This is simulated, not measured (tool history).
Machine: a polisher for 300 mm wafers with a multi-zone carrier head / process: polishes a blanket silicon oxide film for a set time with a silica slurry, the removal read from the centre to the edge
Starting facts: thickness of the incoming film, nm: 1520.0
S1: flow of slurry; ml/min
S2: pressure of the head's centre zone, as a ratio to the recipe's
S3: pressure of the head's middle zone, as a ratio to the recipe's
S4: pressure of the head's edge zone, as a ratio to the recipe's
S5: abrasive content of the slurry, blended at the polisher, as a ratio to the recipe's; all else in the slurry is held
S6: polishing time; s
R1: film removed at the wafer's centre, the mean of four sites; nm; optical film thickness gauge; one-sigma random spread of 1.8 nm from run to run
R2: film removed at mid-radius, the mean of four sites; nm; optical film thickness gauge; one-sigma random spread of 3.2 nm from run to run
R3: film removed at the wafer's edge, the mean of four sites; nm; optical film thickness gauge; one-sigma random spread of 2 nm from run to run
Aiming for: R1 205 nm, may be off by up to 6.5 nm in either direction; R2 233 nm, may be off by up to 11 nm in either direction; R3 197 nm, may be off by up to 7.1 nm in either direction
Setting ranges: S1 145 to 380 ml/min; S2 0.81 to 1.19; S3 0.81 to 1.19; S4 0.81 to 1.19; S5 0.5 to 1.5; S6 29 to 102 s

{"run": 1, "hour": 0.0, "S1": 245, "S2": 1, "S3": 1, "S4": 1, "S5": 1, "S6": 65, "R1": 352.95, "R2": 358.36, "R3": 366.19}
{"run": 2, "hour": 1.2, "S1": 245, "S2": 1, "S3": 1.03, "S4": 0.96, "S5": 0.85, "S6": 60, "R1": 288.29, "R2": 298.67, "R3": 296}
{"run": 3, "hour": 8.2, "S1": 245, "S2": 1, "S3": 1.06, "S4": 0.92, "S5": 0.75, "S6": 59, "R1": 250.45, "R2": 269.31, "R3": 251.61}
{"run": 4, "hour": 9.5, "S1": 240, "S2": 1, "S3": 1.07, "S4": 0.89, "S5": 0.7, "S6": 59, "R1": 232.28, "R2": 246.49, "R3": 227.39}
{"run": 5, "hour": 11.8, "S1": 225, "S2": 1, "S3": 1.09, "S4": 0.87, "S5": 0.7, "S6": 59, "R1": 230.78, "R2": 248.81, "R3": 223.16}
{"run": 6, "hour": 14.3, "S1": 280, "S2": 1, "S3": 1.09, "S4": 0.87, "S5": 0.7, "S6": 59, "R1": 241.26, "R2": 256.6, "R3": 229.57}
{"run": 7, "hour": 20.6, "S1": 260, "S2": 0.99, "S3": 1.1, "S4": 0.85, "S5": 0.7, "S6": 59, "R1": 235.49, "R2": 258.54, "R3": 227.39}
{"run": 8, "hour": 27.8, "S1": 240, "S2": 0.99, "S3": 1.11, "S4": 0.84, "S5": 0.7, "S6": 59, "R1": 235.04, "R2": 254.89, "R3": 221.52}
{"run": 9, "hour": 29.0, "S1": 230, "S2": 0.98, "S3": 1.11, "S4": 0.83, "S5": 0.7, "S6": 59, "R1": 224.8, "R2": 254.81, "R3": 221.23}
{"run": 10, "hour": 36.6, "S1": 220, "S2": 0.98, "S3": 1.12, "S4": 0.82, "S5": 0.7, "S6": 59, "R1": 226.27, "R2": 253.09, "R3": 214.12}
{"run": 11, "hour": 41.5, "S1": 170, "S2": 0.94, "S3": 1.11, "S4": 0.81, "S5": 0.6, "S6": 59, "R1": 169.25, "R2": 201.62, "R3": 169.62}
{"run": 12, "hour": 49.8, "S1": 195, "S2": 0.95, "S3": 1.11, "S4": 0.81, "S5": 0.6, "S6": 59, "R1": 172.8, "R2": 202.23, "R3": 173.77}
{"run": 13, "hour": 50.8, "S1": 220, "S2": 0.96, "S3": 1.12, "S4": 0.81, "S5": 0.6, "S6": 59, "R1": 182.42, "R2": 208.42, "R3": 176.45}
{"run": 14, "hour": 52.3, "S1": 235, "S2": 0.96, "S3": 1.13, "S4": 0.83, "S5": 0.6, "S6": 59, "R1": 184.6, "R2": 216.56, "R3": 183.62}
{"run": 15, "hour": 57.1, "S1": 250, "S2": 0.97, "S3": 1.13, "S4": 0.83, "S5": 0.6, "S6": 59, "R1": 189.57, "R2": 212.6, "R3": 182.23}
{"run": 16, "hour": 59.8, "S1": 250, "S2": 0.97, "S3": 1.14, "S4": 0.84, "S5": 0.6, "S6": 59, "R1": 185.35, "R2": 221.37, "R3": 183.91}
{"run": 17, "hour": 63.5, "S1": 265, "S2": 0.98, "S3": 1.14, "S4": 0.84, "S5": 0.6, "S6": 59, "R1": 192.01, "R2": 213.69, "R3": 186.83}
{"run": 18, "hour": 65.0, "S1": 260, "S2": 1, "S3": 1.18, "S4": 0.84, "S5": 0.75, "S6": 59, "R1": 255.62, "R2": 287.07, "R3": 237.55}
{"run": 19, "hour": 65.7, "S1": 260, "S2": 0.99, "S3": 1.17, "S4": 0.83, "S5": 0.75, "S6": 59, "R1": 250.51, "R2": 292.21, "R3": 234.09}
{"hour": 72.4, "done": "edge zone pressure recalibrated"}
{"run": 20, "hour": 72.4, "S1": 255, "S2": 0.98, "S3": 1.16, "S4": 0.82, "S5": 0.75, "S6": 59, "R1": 248.58, "R2": 285.59, "R3": 232.97}
{"run": 21, "hour": 79.3, "S1": 250, "S2": 0.98, "S3": 1.15, "S4": 0.82, "S5": 0.75, "S6": 59, "R1": 248.33, "R2": 286.91, "R3": 227.82}
{"run": 22, "hour": 83.9, "S1": 250, "S2": 0.98, "S3": 1.15, "S4": 0.82, "S5": 0.75, "S6": 59, "R1": 248.64, "R2": 286.99, "R3": 226.43}
{"run": 23, "hour": 85.9, "S1": 245, "S2": 0.97, "S3": 1.12, "S4": 0.82, "S5": 0.75, "S6": 59, "R1": 246.11, "R2": 278.81, "R3": 230.46}

5 next moves are on the table. One of them brings every result within its allowed miss. Which?
{"run": "A", "hour": 87.9, "S1": 205, "S2": 0.97, "S3": 1.11, "S4": 0.85, "S5": 0.65, "S6": 60, "R1": "?", "R2": "?", "R3": "?"}
{"run": "B", "hour": 87.9, "S1": 180, "S2": 1.07, "S3": 0.86, "S4": 1.12, "S5": 0.6, "S6": 80, "R1": "?", "R2": "?", "R3": "?"}
{"run": "C", "hour": 87.9, "S1": 180, "S2": 0.81, "S3": 1.06, "S4": 1.19, "S5": 0.55, "S6": 85, "R1": "?", "R2": "?", "R3": "?"}
{"run": "D", "hour": 87.9, "S1": 255, "S2": 1.1, "S3": 1.01, "S4": 0.84, "S5": 0.75, "S6": 68, "R1": "?", "R2": "?", "R3": "?"}
{"run": "E", "hour": 87.9, "S1": 270, "S2": 1.19, "S3": 0.88, "S4": 1.01, "S5": 0.6, "S6": 76, "R1": "?", "R2": "?", "R3": "?"}

move=A R1=204.21 R2=233.33 R3=198.49
move=B R1=262.28 R2=219.79 R3=267.08
move=C R1=183.41 R2=242.44 R3=254.14
move=D R1=319.38 R2=295.66 R3=269.59
move=E R1=296.81 R2=226.11 R3=252.21
A: every result lands within tolerance
B: moves away from the targets compared with the last run
C: pushes the last run's worst result past its target
D: moves away from the targets compared with the last run
E: moves away from the targets compared with the last run
So the answer is move A, the one that meets all the targets.
